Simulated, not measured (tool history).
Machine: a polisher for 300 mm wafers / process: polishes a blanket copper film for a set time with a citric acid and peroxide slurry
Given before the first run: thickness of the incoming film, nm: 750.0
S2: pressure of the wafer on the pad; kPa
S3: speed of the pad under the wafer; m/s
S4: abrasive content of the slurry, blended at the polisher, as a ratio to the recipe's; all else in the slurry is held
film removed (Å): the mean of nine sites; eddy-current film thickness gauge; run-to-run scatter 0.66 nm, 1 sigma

run 1 hour=0.0 | flow_of_slurry_(ml/min)=145 S2=22.1 S3=0.96 S4=1.0 polishing_time_(s)=36 | film_removed_(Å)=783.63
run 2 hour=5.2 | flow_of_slurry_(ml/min)=145 S2=21.4 S3=0.96 S4=1.0 polishing_time_(s)=36 | film_removed_(Å)=764.89
run 3 hour=5.9 | flow_of_slurry_(ml/min)=145 S2=20.7 S3=0.96 S4=1.0 polishing_time_(s)=36 | film_removed_(Å)=736.41
run 4 hour=12.6 | flow_of_slurry_(ml/min)=145 S2=20.7 S3=0.96 S4=1.1 polishing_time_(s)=36 | film_removed_(Å)=756.65
run 5 hour=13.9 | flow_of_slurry_(ml/min)=145 S2=20.7 S3=0.72 S4=1.1 polishing_time_(s)=36 | film_removed_(Å)=574.83
run 6 hour=15.9 | flow_of_slurry_(ml/min)=145 S2=20.7 S3=0.58 S4=1.1 polishing_time_(s)=36 | film_removed_(Å)=467.80
run 7 hour=21.4 | flow_of_slurry_(ml/min)=150 S2=22.1 S3=0.58 S4=1.1 polishing_time_(s)=36 | film_removed_(Å)=500.81
run 8 hour=22.7 | flow_of_slurry_(ml/min)=150 S2=22.8 S3=0.58 S4=1.1 polishing_time_(s)=36 | film_removed_(Å)=511.89
run 9 hour=24.8 | flow_of_slurry_(ml/min)=150 S2=23.4 S3=0.58 S4=1.1 polishing_time_(s)=36 | film_removed_(Å)=537.49
run 10 hour=25.4 | flow_of_slurry_(ml/min)=150 S2=24.1 S3=0.58 S4=1.1 polishing_time_(s)=36 | film_removed_(Å)=557.57

What will run 11 give?
run 11 hour=28.7 | flow_of_slurry_(ml/min)=170 S2=26.9 S3=0.58 S4=1.1 polishing_time_(s)=36 | film_removed_(Å)=?

{"run 11": {"film removed (Å)": 608.01}}
